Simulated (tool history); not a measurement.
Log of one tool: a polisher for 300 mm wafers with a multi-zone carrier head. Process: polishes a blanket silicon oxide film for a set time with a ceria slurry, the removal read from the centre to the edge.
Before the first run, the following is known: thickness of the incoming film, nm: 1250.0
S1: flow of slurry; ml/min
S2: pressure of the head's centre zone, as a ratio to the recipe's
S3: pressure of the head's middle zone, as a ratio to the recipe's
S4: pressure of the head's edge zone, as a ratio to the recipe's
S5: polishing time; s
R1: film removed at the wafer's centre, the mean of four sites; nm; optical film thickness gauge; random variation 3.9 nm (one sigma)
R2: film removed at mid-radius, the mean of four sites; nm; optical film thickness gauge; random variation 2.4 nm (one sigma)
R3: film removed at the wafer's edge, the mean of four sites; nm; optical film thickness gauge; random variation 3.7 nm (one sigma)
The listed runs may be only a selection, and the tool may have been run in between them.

run 1 day=0 | S1=245 S2=1 S3=1 S4=1 S5=57 | R1=259.66 R2=258.92 R3=250.64
run 2 day=0.133 | S1=245 S2=1 S3=1 S4=1 S5=67 | R1=297.93 R2=303.8 R3=300.5
run 3 day=0.396 | S1=250 S2=1.02 S3=0.98 S4=1.04 S5=69 | R1=317.83 R2=302.6 R3=318.12
run 4 day=0.588 | S1=260 S2=1.03 S3=0.98 S4=1.08 S5=70 | R1=325.32 R2=310.71 R3=322.02
run 5 day=0.754 | S1=260 S2=1.03 S3=1.06 S4=1.08 S5=70 | R1=323.51 R2=332.63 R3=328.79
run 6 day=0.983 | S1=260 S2=1.03 S3=1.1 S4=1.08 S5=70 | R1=327.47 R2=338.58 R3=331.82
run 7 day=1.225 | S1=245 S2=1.04 S3=1.05 S4=1.11 S5=72 | R1=331.13 R2=335.55 R3=339.82
run 8 day=1.279 | S1=245 S2=1.04 S3=1.05 S4=1.11 S5=72 | R1=336.72 R2=340.57 R3=342.07

Predict the results of run 9:
run 9 day=1.571 | S1=260 S2=1.04 S3=1 S4=1.13 S5=73 | R1=? R2=? R3=?

{"run 9": {"R1": 344.4, "R2": 329.45, "R3": 351.57}}
